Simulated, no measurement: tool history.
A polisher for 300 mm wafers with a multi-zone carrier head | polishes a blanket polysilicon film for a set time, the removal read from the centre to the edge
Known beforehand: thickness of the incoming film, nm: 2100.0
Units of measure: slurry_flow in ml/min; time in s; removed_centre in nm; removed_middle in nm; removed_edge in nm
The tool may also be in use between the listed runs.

| run | day | slurry_flow | centre_zone | middle_zone | edge_zone | time | removed_centre | removed_middle | removed_edge |
|---|---|---|---|---|---|---|---|---|---|
| 1 | 0.000 | 285 | 1.00 | 1.00 | 1.00 | 76 | 479.42 | 460.76 | 484.46 |
| 2 | 0.292 | 285 | 1.00 | 1.04 | 1.00 | 76 | 479.35 | 486.50 | 483.45 |
| 3 | 0.579 | 285 | 1.00 | 1.04 | 1.00 | 91 | 573.80 | 575.89 | 579.34 |
| 4 | 0.646 | 285 | 1.00 | 0.99 | 1.00 | 91 | 573.16 | 565.38 | 588.01 |
| 5 | 0.717 | 285 | 1.00 | 0.99 | 1.06 | 91 | 578.37 | 558.60 | 593.84 |
| 6 | 1.088 | 290 | 0.99 | 1.04 | 1.06 | 95 | 590.87 | 600.56 | 611.86 |

Predict the results of run 7:
| 7 | 1.317 | 290 | 0.99 | 1.04 | 1.06 | 95 | ? | ? | ? |

{"run 7": {"removed_centre": 602.28, "removed_middle": 624.67, "removed_edge": 603.24}}
